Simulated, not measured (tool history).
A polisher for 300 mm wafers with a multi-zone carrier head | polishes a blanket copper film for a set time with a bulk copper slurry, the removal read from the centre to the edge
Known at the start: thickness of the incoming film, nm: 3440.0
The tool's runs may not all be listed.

run,hour,flow of slurry (ml/min),pressure of the head's centre zone,pressure of the head's middle zone,pressure of the head's edge zone,abrasive content of the slurry,polishing time (s),film removed at the wafer's centre (nm),film removed at mid-radius (nm),film removed at the wafer's edge (nm)
1,0,235,1,1,1,1,61,706.28,700.32,687.46
2,8,235,1,0.97,1,1,61,680.25,693.79,684.02
3,11.6,245,1.01,0.95,1.05,1.05,61,702.26,686.63,710.34
4,14,245,1.01,0.95,1.05,1.05,54,630.72,610.93,633.18
5,16.7,245,1.01,0.95,1.05,1.05,46,539.55,521.89,539.17
6,22.4,245,1,0.94,1.08,1.15,49,582.61,562.16,595.51
7,26.8,245,0.99,0.94,1.11,1.25,52,623.67,606.07,639.2
8,28.3,250,0.97,0.92,1.13,1.3,54,630.21,621.91,680.93

Run 9 comes next. What will it give?
9,32.9,260,0.97,0.92,1.15,1.35,55,?,?,?

Run 9 gave film removed at the wafer's centre (nm) 663.66, film removed at mid-radius (nm) 642.04, film removed at the wafer's edge (nm) 710.75.

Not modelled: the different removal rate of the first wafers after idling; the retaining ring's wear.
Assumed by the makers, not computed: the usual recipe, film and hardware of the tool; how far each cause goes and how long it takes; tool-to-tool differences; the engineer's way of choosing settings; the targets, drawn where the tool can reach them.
